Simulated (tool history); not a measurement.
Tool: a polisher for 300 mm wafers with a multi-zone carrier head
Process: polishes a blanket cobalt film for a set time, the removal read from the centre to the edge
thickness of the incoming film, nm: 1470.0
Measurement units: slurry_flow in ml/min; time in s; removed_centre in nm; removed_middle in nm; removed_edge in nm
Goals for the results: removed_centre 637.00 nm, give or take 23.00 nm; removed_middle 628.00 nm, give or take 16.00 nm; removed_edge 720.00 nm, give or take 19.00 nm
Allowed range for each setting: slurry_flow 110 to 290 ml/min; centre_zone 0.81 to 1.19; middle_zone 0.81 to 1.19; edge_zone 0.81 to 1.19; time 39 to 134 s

| run | hour | slurry_flow | centre_zone | middle_zone | edge_zone | time | removed_centre | removed_middle | removed_edge |
|---|---|---|---|---|---|---|---|---|---|
| 1 | 0.0 | 185 | 1.00 | 1.00 | 1.00 | 86 | 521.74 | 531.91 | 549.81 |
| 2 | 4.2 | 200 | 1.00 | 0.99 | 1.06 | 90 | 549.83 | 558.21 | 602.81 |
| 3 | 7.7 | 200 | 1.00 | 1.02 | 1.06 | 90 | 555.09 | 576.01 | 599.90 |
| 4 | 16.6 | 215 | 1.01 | 1.01 | 1.10 | 92 | 575.76 | 590.54 | 630.08 |
| 5 | 23.1 | 215 | 1.01 | 1.01 | 1.10 | 113 | 708.16 | 720.22 | 787.93 |
| 6 | 24.6 | 195 | 1.00 | 0.99 | 1.08 | 112 | 674.20 | 690.28 | 749.57 |
| 7 | 29.5 | 145 | 1.00 | 0.91 | 1.10 | 112 | 611.30 | 592.01 | 711.00 |
| 8 | 34.4 | 155 | 1.00 | 0.92 | 1.09 | 112 | 633.95 | 615.79 | 721.98 |

Consider the 5 candidate settings below. Which is the only one whose results all fall within their allowed miss of target?
| A | 39.3 | 125 | 1.08 | 0.96 | 1.11 | 116 | ? | ? | ? |
| B | 39.3 | 135 | 1.02 | 0.89 | 1.07 | 118 | ? | ? | ? |
| C | 39.3 | 210 | 0.98 | 0.94 | 1.11 | 104 | ? | ? | ? |
| D | 39.3 | 150 | 1.02 | 0.91 | 1.12 | 111 | ? | ? | ? |
| E | 39.3 | 240 | 0.90 | 0.85 | 1.04 | 106 | ? | ? | ? |

| move | removed_centre | removed_middle | removed_edge |
|---|---|---|---|
| A | 652.98 | 602.06 | 722.67 |
| B | 649.44 | 592.98 | 736.70 |
| C | 638.51 | 623.13 | 722.33 |
| D | 638.03 | 589.79 | 726.71 |
| E | 616.05 | 601.24 | 727.98 |
A: misses by more than the last run did
B: misses by more than the last run did
C: in spec on every target
D: misses by more than the last run did
E: misses by more than the last run did
The right move is C.

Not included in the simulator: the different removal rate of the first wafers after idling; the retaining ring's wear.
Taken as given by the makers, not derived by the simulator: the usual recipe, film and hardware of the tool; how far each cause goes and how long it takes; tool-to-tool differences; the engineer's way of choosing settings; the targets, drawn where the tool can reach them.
